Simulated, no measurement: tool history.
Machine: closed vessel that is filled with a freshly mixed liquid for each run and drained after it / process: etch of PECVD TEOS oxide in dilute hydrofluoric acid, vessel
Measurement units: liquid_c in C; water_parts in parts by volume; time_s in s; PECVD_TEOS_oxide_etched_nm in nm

run 1 hour=0.0 | liquid_c=20.0 water_parts=180 time_s=670 | PECVD_TEOS_oxide_etched_nm=55.575
run 2 hour=3.2 | liquid_c=19.5 water_parts=190 time_s=670 | PECVD_TEOS_oxide_etched_nm=51.510
run 3 hour=7.2 | liquid_c=19.5 water_parts=130 time_s=670 | PECVD_TEOS_oxide_etched_nm=79.329
run 4 hour=16.6 | liquid_c=19.5 water_parts=130 time_s=670 | PECVD_TEOS_oxide_etched_nm=80.425
run 5 hour=21.9 | liquid_c=19.5 water_parts=155 time_s=670 | PECVD_TEOS_oxide_etched_nm=65.634
run 6 hour=27.9 | liquid_c=19.5 water_parts=215 time_s=670 | PECVD_TEOS_oxide_etched_nm=44.526

Expected results for the next run?
run 7 hour=32.7 | liquid_c=19.0 water_parts=220 time_s=670 | PECVD_TEOS_oxide_etched_nm=?

{"run 7": {"PECVD_TEOS_oxide_etched_nm": 42.06}}
